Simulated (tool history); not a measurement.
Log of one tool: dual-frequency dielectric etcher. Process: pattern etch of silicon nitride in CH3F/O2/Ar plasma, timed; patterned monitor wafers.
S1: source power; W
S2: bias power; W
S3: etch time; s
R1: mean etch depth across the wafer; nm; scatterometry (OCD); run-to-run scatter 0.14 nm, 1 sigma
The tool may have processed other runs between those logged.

run	hour	S1	S2	S3	R1
1	0	460	78	37	27.121
2	5.1	460	87	37	28.38
3	12.2	460	87	34	26.033
4	21	460	100	34	27.176
5	25.4	460	109	34	28.066
6	30.4	460	101	34	27.152

Run 7 has not been measured yet. What should we expect?
7	36.6	560	104	34	?

{"run 7": {"R1": 28.43}}
